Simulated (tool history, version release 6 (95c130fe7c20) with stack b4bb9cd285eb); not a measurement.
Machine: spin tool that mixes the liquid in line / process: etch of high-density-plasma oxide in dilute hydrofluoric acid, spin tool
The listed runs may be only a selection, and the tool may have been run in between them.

run	hour	temperature setpoint of the liquid (C)	parts of water to one part of 49 % hydrofluoric acid (parts by volume)	time under the liquid (s)	thickness taken off the high-density-plasma oxide on a monitor wafer (Å)
1	0	26	160	285	132.1
2	2.7	26	160	305	142.84
3	8.2	26	160	285	132.68
4	15.6	24.5	160	285	125.21
5	17.3	24.5	215	285	86.581
6	22.2	24.5	175	285	111.77
7	28	26	165	285	127.47

What does the tool deliver on the next run?
8	30.4	27	155	285	?

{"run 8": {"thickness taken off the high-density-plasma oxide on a monitor wafer (Å)": 142.67}}
